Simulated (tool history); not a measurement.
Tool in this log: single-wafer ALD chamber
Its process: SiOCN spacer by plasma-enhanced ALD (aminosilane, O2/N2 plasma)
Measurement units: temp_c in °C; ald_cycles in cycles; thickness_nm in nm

run	hour	temp_c	ald_cycles	thickness_nm
1	0.0	415	92	5.1507
2	1.8	415	87	4.8613
3	4.0	405	87	5.0528
4	11.5	403	88	5.1654
# hour 13.4: thermocouple changed; heater temperature recalibrated
5	13.4	408	88	5.1125
6	22.3	416	88	4.9851
7	23.1	413	90	5.1448

What will run 8 give?
8	27.2	410	91	?

thickness_nm: 5.2649 nm
